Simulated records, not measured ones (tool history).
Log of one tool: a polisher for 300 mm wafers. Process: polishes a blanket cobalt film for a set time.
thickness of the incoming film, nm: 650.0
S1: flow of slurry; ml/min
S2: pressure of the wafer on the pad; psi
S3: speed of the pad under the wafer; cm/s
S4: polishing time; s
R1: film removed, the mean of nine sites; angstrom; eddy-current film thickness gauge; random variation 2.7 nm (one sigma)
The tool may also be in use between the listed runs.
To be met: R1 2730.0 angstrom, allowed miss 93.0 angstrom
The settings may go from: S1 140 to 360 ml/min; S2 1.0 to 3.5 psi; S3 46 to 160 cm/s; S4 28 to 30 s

| run | hour | S1 | S2 | S3 | S4 | R1 |
|---|---|---|---|---|---|---|
| 1 | 0.0 | 230 | 2.2 | 102 | 30 | 1939.6 |
| 2 | 2.9 | 230 | 2.4 | 102 | 30 | 2090.8 |
| 3 | 11.3 | 230 | 2.6 | 102 | 30 | 2266.4 |
| 4 | 12.0 | 230 | 2.7 | 102 | 30 | 2349.6 |
| 5 | 14.0 | 230 | 2.7 | 102 | 28 | 2198.9 |
| 6 | 17.0 | 230 | 2.7 | 90 | 28 | 1920.7 |
| 7 | 22.1 | 230 | 2.9 | 92 | 28 | 2111.9 |
| 8 | 26.8 | 235 | 3.5 | 94 | 28 | 2503.9 |
| 9 | 27.8 | 235 | 3.5 | 96 | 28 | 2564.9 |
| 10 | 32.7 | 235 | 3.5 | 98 | 28 | 2612.6 |

4 next moves are on the table. One of them brings every result within its allowed miss. Which?
| A | 37.6 | 215 | 3.5 | 112 | 29 | ? |
| B | 37.6 | 225 | 3.5 | 110 | 29 | ? |
| C | 37.6 | 275 | 3.1 | 100 | 28 | ? |
| D | 37.6 | 250 | 3.5 | 94 | 30 | ? |

| move | R1 |
|---|---|
| A | 3033.1 |
| B | 2997.5 |
| C | 2439.7 |
| D | 2695.3 |
A: takes the result that was furthest off past its target
B: takes the result that was furthest off past its target
C: further off than the last run
D: meets every target
The right move is D.
